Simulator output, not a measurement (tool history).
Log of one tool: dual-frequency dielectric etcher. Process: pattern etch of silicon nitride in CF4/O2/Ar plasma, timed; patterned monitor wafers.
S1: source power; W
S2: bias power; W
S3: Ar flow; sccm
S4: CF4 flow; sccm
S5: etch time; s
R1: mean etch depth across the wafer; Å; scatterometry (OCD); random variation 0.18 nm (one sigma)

run    day   S1  S2   S3  S4  S5      R1
  1  0.000  690  62  127  97  14  347.06
  2  0.079  690  62  127  85  14  342.65
  3  0.308  570  62  127  85  14  306.54
  4  0.425  570  55  127  85  14  291.31
  5  0.558  570  62  127  85  14  307.89
  6  0.592  570  62  127  75  14  301.73
  7  0.629  610  62  127  75  14  313.50
  8  0.925  750  64  126  75  14  361.56
  9  1.046  770  64  126  75  14  367.83

For run 10, what comes out?
 10  1.388  780  64  126  75  14   ?

Run 10 measured R1 372.66 Å.
